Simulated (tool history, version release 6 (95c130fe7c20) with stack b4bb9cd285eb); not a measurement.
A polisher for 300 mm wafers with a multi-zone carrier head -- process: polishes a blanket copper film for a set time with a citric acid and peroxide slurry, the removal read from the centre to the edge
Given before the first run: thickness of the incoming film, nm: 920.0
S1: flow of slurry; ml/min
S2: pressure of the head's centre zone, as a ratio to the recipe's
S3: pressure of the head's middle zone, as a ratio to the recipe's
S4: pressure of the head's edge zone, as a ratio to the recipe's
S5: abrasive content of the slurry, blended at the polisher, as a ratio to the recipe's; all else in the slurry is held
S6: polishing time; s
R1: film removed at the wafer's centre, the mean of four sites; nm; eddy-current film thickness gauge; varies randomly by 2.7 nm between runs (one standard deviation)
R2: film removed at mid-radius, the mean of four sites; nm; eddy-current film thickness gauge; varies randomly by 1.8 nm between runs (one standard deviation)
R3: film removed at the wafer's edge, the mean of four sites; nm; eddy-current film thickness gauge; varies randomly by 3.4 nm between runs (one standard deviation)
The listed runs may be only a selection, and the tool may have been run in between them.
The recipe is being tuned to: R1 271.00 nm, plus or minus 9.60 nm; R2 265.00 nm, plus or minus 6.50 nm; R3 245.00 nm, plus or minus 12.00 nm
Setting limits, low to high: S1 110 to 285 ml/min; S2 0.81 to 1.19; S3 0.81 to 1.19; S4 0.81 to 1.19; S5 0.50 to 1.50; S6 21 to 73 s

run,hour,S1,S2,S3,S4,S5,S6,R1,R2,R3
1,0.0,180,1.00,1.00,1.00,1.00,47,143.46,141.45,140.80
2,4.5,180,1.04,1.00,1.00,1.00,47,146.65,141.68,140.13
3,9.5,180,1.04,1.00,1.00,0.85,47,141.84,134.95,134.30
4,14.4,180,1.04,1.00,1.04,0.85,47,141.54,135.91,132.98
5,19.0,180,1.09,1.00,1.04,0.85,47,148.77,135.79,139.94
# hour 20.1: worn pad replaced by a new one
6,20.1,200,1.11,1.04,1.03,1.00,50,178.00,166.14,161.39
7,26.5,250,1.18,1.14,1.13,1.25,56,228.33,215.31,204.75
8,34.0,255,1.18,1.15,1.13,1.30,57,237.59,222.57,213.41
9,34.8,260,1.17,1.16,1.12,1.35,58,245.55,228.36,214.70
10,36.4,260,1.16,1.17,1.12,1.35,60,249.49,239.49,227.24
11,36.9,265,1.15,1.17,1.11,1.35,61,250.92,243.07,226.29
12,38.4,265,1.15,1.17,1.11,1.35,62,253.25,247.09,232.47

Of the 5 settings listed for the next run, only one would bring every result within its allowed miss of target. Which one?
A,39.9,265,1.18,1.19,1.10,1.35,65,?,?,?
B,39.9,255,0.98,0.89,1.19,1.30,69,?,?,?
C,39.9,260,0.94,0.91,1.19,1.20,71,?,?,?
D,39.9,215,1.10,1.19,1.13,1.05,71,?,?,?
E,39.9,280,1.07,1.19,1.12,1.35,65,?,?,?

move,R1,R2,R3
A,273.77,264.08,242.70
B,245.82,229.79,265.52
C,239.87,234.89,267.55
D,256.48,262.88,246.27
E,254.20,265.64,245.94
A: hits every target within its allowed miss
B: its largest miss is bigger than the last run's
C: its largest miss is bigger than the last run's
D: corrects the largest miss of the last run, while another result sits out of spec
E: corrects the largest miss of the last run, while another result sits out of spec
So the answer is move A, the one that meets all the targets.
